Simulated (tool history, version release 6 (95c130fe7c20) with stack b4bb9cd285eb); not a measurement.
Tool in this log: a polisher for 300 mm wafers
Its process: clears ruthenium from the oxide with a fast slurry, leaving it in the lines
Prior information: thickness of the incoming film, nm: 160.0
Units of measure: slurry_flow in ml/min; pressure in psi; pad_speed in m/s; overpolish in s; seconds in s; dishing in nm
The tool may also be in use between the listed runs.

run 1 hour=0 | slurry_flow=215 pressure=2.1 pad_speed=0.9 slurry_solids=1 overpolish=27 | seconds=50.382 dishing=58.016
run 2 hour=6.7 | slurry_flow=215 pressure=2.1 pad_speed=0.9 slurry_solids=1 overpolish=31 | seconds=51.329 dishing=65.134
run 3 hour=12.6 | slurry_flow=215 pressure=2.1 pad_speed=0.9 slurry_solids=1 overpolish=22 | seconds=51.123 dishing=47.248
run 4 hour=13.5 | slurry_flow=215 pressure=1.6 pad_speed=0.9 slurry_solids=1 overpolish=22 | seconds=63.552 dishing=39.098
run 5 hour=22 | slurry_flow=215 pressure=1.6 pad_speed=0.9 slurry_solids=1.15 overpolish=22 | seconds=60.043 dishing=41.324
run 6 hour=28.6 | slurry_flow=215 pressure=1.6 pad_speed=0.9 slurry_solids=1.15 overpolish=31 | seconds=61.467 dishing=55.891
run 7 hour=33.1 | slurry_flow=215 pressure=1.5 pad_speed=0.8 slurry_solids=1.15 overpolish=31 | seconds=72.002 dishing=50.513
run 8 hour=39.2 | slurry_flow=215 pressure=1.4 pad_speed=0.72 slurry_solids=1.15 overpolish=31 | seconds=85.255 dishing=41.527

For run 9, what comes out?
run 9 hour=40 | slurry_flow=215 pressure=1.3 pad_speed=0.68 slurry_solids=1.15 overpolish=32 | seconds=? dishing=?

Run 9 gave seconds 95.515 s, dishing 38.127 nm.
